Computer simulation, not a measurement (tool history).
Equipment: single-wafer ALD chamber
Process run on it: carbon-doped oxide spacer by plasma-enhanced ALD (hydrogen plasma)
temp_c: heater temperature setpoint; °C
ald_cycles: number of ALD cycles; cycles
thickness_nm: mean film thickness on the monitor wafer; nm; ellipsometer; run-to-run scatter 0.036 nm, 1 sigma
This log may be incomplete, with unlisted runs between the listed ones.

run,hour,temp_c,ald_cycles,thickness_nm
1,0.0,400,340,16.378
2,1.8,400,324,15.519
3,5.1,395,324,15.571
4,13.8,395,312,14.953
5,21.5,395,302,14.398
6,23.2,386,302,14.346
7,23.9,386,294,14.061
8,29.3,386,287,13.766
9,36.9,387,239,11.441
10,42.9,387,242,11.524

Estimate the outcome of run 11 from the log above:
11,47.1,387,244,?

Logged for run 11: thickness_nm 11.684 nm.
